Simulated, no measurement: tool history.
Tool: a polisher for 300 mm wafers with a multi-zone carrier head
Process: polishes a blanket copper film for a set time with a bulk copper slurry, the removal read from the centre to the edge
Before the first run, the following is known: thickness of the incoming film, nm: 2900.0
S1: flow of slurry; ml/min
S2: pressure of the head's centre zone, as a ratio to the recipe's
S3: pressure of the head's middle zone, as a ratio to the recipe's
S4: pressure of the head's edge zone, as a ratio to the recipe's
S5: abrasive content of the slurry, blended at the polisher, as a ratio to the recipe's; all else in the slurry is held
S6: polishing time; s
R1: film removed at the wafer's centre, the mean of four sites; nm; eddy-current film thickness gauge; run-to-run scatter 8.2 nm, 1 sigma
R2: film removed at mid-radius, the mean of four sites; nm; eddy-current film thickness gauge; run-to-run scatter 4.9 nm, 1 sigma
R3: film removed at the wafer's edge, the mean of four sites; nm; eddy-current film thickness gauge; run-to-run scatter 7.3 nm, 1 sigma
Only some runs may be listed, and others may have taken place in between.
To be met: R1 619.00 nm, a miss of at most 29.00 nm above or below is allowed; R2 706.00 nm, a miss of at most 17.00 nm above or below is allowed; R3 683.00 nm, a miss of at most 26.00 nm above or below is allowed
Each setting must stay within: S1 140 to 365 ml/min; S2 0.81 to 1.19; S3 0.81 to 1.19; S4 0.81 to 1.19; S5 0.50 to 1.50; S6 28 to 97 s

run	hour	S1	S2	S3	S4	S5	S6	R1	R2	R3
1	0.0	235	1.00	1.00	1.00	1.00	62	576.29	546.57	556.54
2	5.1	235	0.92	1.00	1.00	1.00	62	546.43	551.72	545.35
3	10.1	235	0.92	1.00	0.97	1.00	62	533.29	560.79	549.36
4	14.6	235	0.91	1.00	0.98	1.05	63	541.85	565.25	567.49
5	15.6	235	0.91	1.00	0.92	1.05	63	524.30	562.72	552.14
6	24.5	240	0.90	1.02	0.94	1.10	63	537.97	576.11	560.75
7	29.2	235	0.89	1.03	0.95	1.15	64	548.15	590.64	578.09
8	36.1	235	0.88	1.05	0.96	1.20	65	549.41	611.41	583.11
9	38.7	240	0.87	1.05	0.97	1.25	66	566.63	626.15	611.24
10	44.2	245	0.87	1.06	0.98	1.30	66	575.62	632.89	611.83
11	46.8	245	0.86	1.07	0.99	1.35	67	576.22	658.95	633.83

4 candidate next runs follow, results not yet known. Just one meets every target within its allowed miss. Identify it.
A	49.4	155	0.95	0.92	1.05	1.25	74	?	?	?
B	49.4	285	0.91	1.19	0.93	1.45	60	?	?	?
C	49.4	235	0.81	1.00	1.02	1.30	64	?	?	?
D	49.4	245	0.84	1.06	0.93	1.45	72	?	?	?

move	R1	R2	R3
A	636.13	624.02	677.54
B	554.41	646.99	563.38
C	502.83	601.39	606.35
D	602.79	716.57	668.85
A: misses by more than the last run did
B: misses by more than the last run did
C: misses by more than the last run did
D: each result inside its tolerance
So the answer is move D, the one that meets all the targets.
